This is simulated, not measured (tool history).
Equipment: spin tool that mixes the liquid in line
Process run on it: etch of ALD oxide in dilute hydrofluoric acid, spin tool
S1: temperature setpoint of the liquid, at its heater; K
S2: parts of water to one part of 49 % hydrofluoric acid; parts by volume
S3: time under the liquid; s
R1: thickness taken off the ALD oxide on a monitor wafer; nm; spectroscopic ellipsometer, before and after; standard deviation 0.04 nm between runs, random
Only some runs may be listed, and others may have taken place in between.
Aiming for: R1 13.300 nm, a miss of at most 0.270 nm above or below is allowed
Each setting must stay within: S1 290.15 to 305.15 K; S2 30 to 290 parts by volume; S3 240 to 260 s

run  hour      S1   S2   S3      R1
  1   0.0  297.15  160  240  20.811
  2   4.8  297.15  180  240  18.271
  3  13.6  294.15  180  240  16.298
  4  19.0  294.15  180  260  17.751
  5  26.7  294.15  155  260  21.057
  6  30.3  293.15  165  260  18.732
  7  39.1  292.65  170  260  17.750
  8  42.2  292.15  175  260  16.852
  9  46.3  291.65  180  260  16.032
 10  52.1  291.15  185  260  15.170
 11  58.8  291.15  190  260  14.732
 12  59.6  290.65  195  260  13.914
 13  66.8  290.15  195  260  13.699
 14  70.2  290.15  195  260  13.653

4 next moves are on the table. One of them brings every result within its allowed miss. Which?
  A  73.6  290.15  200  260   ?
  B  73.6  292.15  200  260   ?
  C  73.6  290.65  190  260   ?
  D  73.6  292.65  210  260   ?

move      R1
   A  13.290
   B  14.381
   C  14.404
   D  13.831
A: all results in spec
B: lands further from the targets than the last run did
C: lands further from the targets than the last run did
D: lands further from the targets than the last run did
The move that meets every target is A.

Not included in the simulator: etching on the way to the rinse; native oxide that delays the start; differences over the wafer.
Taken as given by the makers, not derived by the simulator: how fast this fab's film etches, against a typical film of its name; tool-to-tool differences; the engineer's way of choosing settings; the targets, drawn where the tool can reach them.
